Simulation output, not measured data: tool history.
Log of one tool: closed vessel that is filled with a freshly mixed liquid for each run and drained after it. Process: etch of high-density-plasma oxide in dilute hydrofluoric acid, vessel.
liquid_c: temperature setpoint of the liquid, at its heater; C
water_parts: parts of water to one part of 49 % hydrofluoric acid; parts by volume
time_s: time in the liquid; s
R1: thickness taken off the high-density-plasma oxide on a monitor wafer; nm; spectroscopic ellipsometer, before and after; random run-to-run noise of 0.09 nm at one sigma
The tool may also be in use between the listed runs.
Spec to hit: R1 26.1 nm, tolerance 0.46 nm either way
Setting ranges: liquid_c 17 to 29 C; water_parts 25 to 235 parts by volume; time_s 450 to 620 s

{"run": 1, "hour": 0.0, "liquid_c": 21, "water_parts": 130, "time_s": 620, "R1": 22.692}
{"run": 2, "hour": 7.6, "liquid_c": 21, "water_parts": 85, "time_s": 620, "R1": 36.491}
{"run": 3, "hour": 9.6, "liquid_c": 20.5, "water_parts": 85, "time_s": 620, "R1": 35.661}
{"run": 4, "hour": 12.2, "liquid_c": 20, "water_parts": 85, "time_s": 620, "R1": 34.955}
{"run": 5, "hour": 17.8, "liquid_c": 23.5, "water_parts": 85, "time_s": 620, "R1": 40.38}
{"run": 6, "hour": 23.3, "liquid_c": 23.5, "water_parts": 65, "time_s": 620, "R1": 54.109}
{"run": 7, "hour": 32.0, "liquid_c": 23, "water_parts": 70, "time_s": 620, "R1": 48.92}
{"run": 8, "hour": 36.0, "liquid_c": 22.5, "water_parts": 75, "time_s": 620, "R1": 44.487}
{"run": 9, "hour": 39.4, "liquid_c": 22, "water_parts": 80, "time_s": 620, "R1": 40.744}
{"run": 10, "hour": 45.4, "liquid_c": 21.5, "water_parts": 80, "time_s": 620, "R1": 39.774}
{"run": 11, "hour": 51.4, "liquid_c": 21, "water_parts": 80, "time_s": 620, "R1": 38.888}
{"run": 12, "hour": 56.2, "liquid_c": 17, "water_parts": 110, "time_s": 620, "R1": 23.28}
{"run": 13, "hour": 57.0, "liquid_c": 17.5, "water_parts": 110, "time_s": 620, "R1": 23.749}

Exactly one of the 5 candidate moves below puts every result within its allowed miss. Which one?
{"run": "A", "hour": 57.8, "liquid_c": 18, "water_parts": 120, "time_s": 595, "R1": "?"}
{"run": "B", "hour": 57.8, "liquid_c": 18, "water_parts": 105, "time_s": 605, "R1": "?"}
{"run": "C", "hour": 57.8, "liquid_c": 17.5, "water_parts": 120, "time_s": 610, "R1": "?"}
{"run": "D", "hour": 57.8, "liquid_c": 17, "water_parts": 105, "time_s": 555, "R1": "?"}
{"run": "E", "hour": 57.8, "liquid_c": 19, "water_parts": 80, "time_s": 450, "R1": "?"}

move=A R1=21.233
move=B R1=25.064
move=C R1=21.322
move=D R1=22.05
move=E R1=26.218
A: moves away from the targets compared with the last run
B: moves toward the targets from the last run without getting all of them in spec
C: moves away from the targets compared with the last run
D: moves away from the targets compared with the last run
E: every result lands within tolerance
E is the move that brings every result within its allowed miss.
